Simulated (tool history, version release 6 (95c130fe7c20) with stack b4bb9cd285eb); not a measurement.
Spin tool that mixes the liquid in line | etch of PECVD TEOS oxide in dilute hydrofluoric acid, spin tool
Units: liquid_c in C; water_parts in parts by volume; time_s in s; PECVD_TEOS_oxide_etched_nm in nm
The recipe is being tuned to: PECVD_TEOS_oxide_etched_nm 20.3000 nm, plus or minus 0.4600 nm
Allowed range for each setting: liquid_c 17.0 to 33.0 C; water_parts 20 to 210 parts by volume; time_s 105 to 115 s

run  hour  liquid_c  water_parts  time_s  PECVD_TEOS_oxide_etched_nm
  1   0.0      25.0          115     105                     10.9270
  2   1.9      25.0          150     105                      8.0025
  3   2.7      23.0          150     105                      7.5462
  4   7.3      24.0          140     105                      8.3642
  5  13.6      24.0          100     105                     12.4710
  6  21.3      22.5          100     105                     11.6210
  7  28.2      23.5           95     105                     12.8080
  8  29.5      27.5           85     105                     17.1240
  9  34.6      28.0           85     105                     17.3440
 10  36.5      28.5           85     105                     17.6270

Pick the move, out of 4, that brings all results within their allowed miss; only one does.
  A  38.4      30.5          110     110                           ?
  B  38.4      26.5           70     105                           ?
  C  38.4      30.5          115     115                           ?
  D  38.4      28.0           90     105                           ?

move  PECVD_TEOS_oxide_etched_nm
   A                     14.8370
   B                     20.1810
   C                     14.7340
   D                     16.1950
A: lands further from the targets than the last run did
B: meets every target
C: lands further from the targets than the last run did
D: lands further from the targets than the last run did
B is the move that brings every result within its allowed miss.

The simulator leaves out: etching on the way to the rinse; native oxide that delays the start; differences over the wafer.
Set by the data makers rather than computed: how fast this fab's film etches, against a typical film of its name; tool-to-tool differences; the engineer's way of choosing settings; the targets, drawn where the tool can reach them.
